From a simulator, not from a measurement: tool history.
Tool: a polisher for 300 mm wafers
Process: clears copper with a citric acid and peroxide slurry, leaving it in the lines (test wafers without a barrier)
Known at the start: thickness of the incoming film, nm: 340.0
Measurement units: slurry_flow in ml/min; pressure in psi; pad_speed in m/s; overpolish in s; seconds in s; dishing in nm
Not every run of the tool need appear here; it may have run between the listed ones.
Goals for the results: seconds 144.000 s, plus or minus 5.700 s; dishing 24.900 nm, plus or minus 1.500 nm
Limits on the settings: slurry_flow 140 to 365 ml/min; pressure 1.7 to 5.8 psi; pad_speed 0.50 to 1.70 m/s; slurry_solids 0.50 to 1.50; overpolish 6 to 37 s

run	day	slurry_flow	pressure	pad_speed	slurry_solids	overpolish	seconds	dishing
1	0.000	235	3.7	1.10	1.00	19	115.200	33.104
2	0.200	235	3.7	1.10	0.90	19	117.470	32.742
3	0.546	235	3.5	1.10	0.90	18	123.680	31.048
4	0.671	235	3.5	1.22	0.90	18	116.460	32.311
5	0.908	235	3.5	1.48	0.90	18	97.754	35.257
6	1.150	235	3.5	1.66	0.90	18	88.604	38.528
7	1.296	235	3.0	1.66	0.90	17	102.580	34.226
8	1.512	235	2.7	1.66	0.90	16	113.130	29.725
9	1.825	235	2.5	1.66	0.90	16	120.700	28.621
10	2.075	235	2.3	1.66	0.90	16	129.640	26.849
11	2.317	235	2.2	1.66	0.90	16	133.910	26.424

Exactly one of the 5 candidate moves below puts every result within its allowed miss. Which one?
A	2.558	235	2.2	1.66	0.85	18	?	?
B	2.558	165	2.7	1.52	0.90	19	?	?
C	2.558	315	2.6	1.58	0.75	14	?	?
D	2.558	175	2.5	1.62	0.95	15	?	?
E	2.558	245	2.2	1.56	0.90	16	?	?

move	seconds	dishing
A	135.690	28.693
B	126.950	31.622
C	121.500	25.829
D	126.220	26.441
E	140.210	25.524
A: the biggest miss grows against the last run
B: the biggest miss grows against the last run
C: the biggest miss grows against the last run
D: the biggest miss grows against the last run
E: each result inside its tolerance
Correct choice: E, which meets every target
